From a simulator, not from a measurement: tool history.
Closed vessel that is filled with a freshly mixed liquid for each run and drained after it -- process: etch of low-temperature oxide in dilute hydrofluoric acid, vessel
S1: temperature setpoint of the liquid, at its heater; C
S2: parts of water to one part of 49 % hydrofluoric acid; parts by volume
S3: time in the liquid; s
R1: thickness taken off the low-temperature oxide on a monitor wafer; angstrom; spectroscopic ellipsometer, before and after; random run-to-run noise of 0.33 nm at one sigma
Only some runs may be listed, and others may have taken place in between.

{"run": 1, "hour": 0.0, "S1": 26, "S2": 85, "S3": 85, "R1": 208.11}
{"run": 2, "hour": 8.3, "S1": 26, "S2": 85, "S3": 85, "R1": 208.45}
{"run": 3, "hour": 13.0, "S1": 24.5, "S2": 85, "S3": 85, "R1": 195.68}
{"run": 4, "hour": 18.3, "S1": 24.5, "S2": 100, "S3": 85, "R1": 164.52}
{"run": 5, "hour": 23.7, "S1": 24.5, "S2": 100, "S3": 85, "R1": 163.89}
{"run": 6, "hour": 32.9, "S1": 25.5, "S2": 95, "S3": 85, "R1": 182.07}
{"run": 7, "hour": 41.9, "S1": 26.5, "S2": 90, "S3": 85, "R1": 200.75}

Forecast run 8:
{"run": 8, "hour": 42.8, "S1": 26.5, "S2": 90, "S3": 85, "R1": "?"}

R1: 201.85 angstrom
